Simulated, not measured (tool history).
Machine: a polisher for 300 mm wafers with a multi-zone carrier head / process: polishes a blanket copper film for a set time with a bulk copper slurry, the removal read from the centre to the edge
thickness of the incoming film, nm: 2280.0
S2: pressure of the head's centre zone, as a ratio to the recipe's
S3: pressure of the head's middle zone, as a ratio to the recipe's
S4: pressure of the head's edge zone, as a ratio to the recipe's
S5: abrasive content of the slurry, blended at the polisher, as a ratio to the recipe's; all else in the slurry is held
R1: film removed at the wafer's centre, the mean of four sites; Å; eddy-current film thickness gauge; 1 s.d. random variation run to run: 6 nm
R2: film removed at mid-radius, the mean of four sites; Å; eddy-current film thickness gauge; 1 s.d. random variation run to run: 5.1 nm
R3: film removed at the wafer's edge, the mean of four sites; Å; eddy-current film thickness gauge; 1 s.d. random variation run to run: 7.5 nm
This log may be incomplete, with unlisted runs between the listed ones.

run 1 hour=0.0 | flow_of_slurry_(ml/min)=275 S2=1.00 S3=1.00 S4=1.00 S5=1.00 polishing_time_(s)=86 | R1=6991.2 R2=6878.2 R3=7091.4
run 2 hour=6.9 | flow_of_slurry_(ml/min)=275 S2=1.07 S3=1.00 S4=1.00 S5=1.00 polishing_time_(s)=86 | R1=7430.7 R2=6844.6 R3=6963.4
run 3 hour=9.9 | flow_of_slurry_(ml/min)=275 S2=1.05 S3=0.99 S4=0.98 S5=0.90 polishing_time_(s)=85 | R1=7127.9 R2=6585.7 R3=6958.1
run 4 hour=18.5 | flow_of_slurry_(ml/min)=275 S2=1.05 S3=1.00 S4=0.98 S5=0.85 polishing_time_(s)=81 | R1=6770.2 R2=6256.3 R3=6416.9
run 5 hour=25.8 | flow_of_slurry_(ml/min)=275 S2=1.13 S3=1.00 S4=0.98 S5=0.85 polishing_time_(s)=81 | R1=7063.8 R2=6353.5 R3=6374.1
run 6 hour=26.3 | flow_of_slurry_(ml/min)=270 S2=1.11 S3=1.00 S4=0.98 S5=0.80 polishing_time_(s)=79 | R1=6875.7 R2=6081.8 R3=6066.6

Forecast run 7:
run 7 hour=34.8 | flow_of_slurry_(ml/min)=265 S2=1.07 S3=1.00 S4=0.98 S5=0.75 polishing_time_(s)=78 | R1=? R2=? R3=?

R1: 6345.6 Å
R2: 5971.8 Å
R3: 5885.6 Å

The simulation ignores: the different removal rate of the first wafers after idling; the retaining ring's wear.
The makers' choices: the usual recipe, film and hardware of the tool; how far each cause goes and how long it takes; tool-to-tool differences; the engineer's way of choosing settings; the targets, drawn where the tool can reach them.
